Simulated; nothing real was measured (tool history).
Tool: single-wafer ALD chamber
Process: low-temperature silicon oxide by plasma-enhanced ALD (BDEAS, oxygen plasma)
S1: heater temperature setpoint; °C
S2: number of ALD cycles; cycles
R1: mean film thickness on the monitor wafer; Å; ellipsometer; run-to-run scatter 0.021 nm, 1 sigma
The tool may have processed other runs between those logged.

| run | hour | S1 | S2 | R1 |
|---|---|---|---|---|
| 1 | 0 | 85 | 36 | 55.694 |
| 2 | 7.2 | 85 | 38 | 58.946 |
| 3 | 7.8 | 88 | 37 | 56.625 |
| 4 | 15.1 | 88 | 33 | 50.814 |
| 5 | 21 | 88 | 30 | 46.256 |
| 6 | 23 | 87 | 30 | 46.179 |
| 7 | 26 | 86 | 30 | 46.137 |

For run 8, what comes out?
| 8 | 33.1 | 84 | 30 | ? |

{"run 8": {"R1": 46.706}}
